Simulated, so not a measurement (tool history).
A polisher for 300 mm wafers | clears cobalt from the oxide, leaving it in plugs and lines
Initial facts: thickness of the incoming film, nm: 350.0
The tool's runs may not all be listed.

run,hour,flow of slurry (ml/min),pressure of the wafer on the pad (psi),speed of the pad under the wafer (cm/s),overpolish time after the end point (s),time until the end point was called (s),dishing of a wide line in a test structure (Å)
1,0,305,2.2,98,14,77.981,390.76
2,6.7,370,2.2,98,14,77.509,389.29
3,14.7,370,1.7,98,14,98.784,331.46
4,23.2,370,2.3,100,13,71.738,388.43
5,27,370,2.6,100,13,64.69,411.06
6,30.5,370,2.9,102,13,57.604,436.32

What will run 7 give?
7,36.3,370,3.1,104,13,?,?

Run 7 gave time until the end point was called (s) 53.468, dishing of a wide line in a test structure (Å) 448.11.
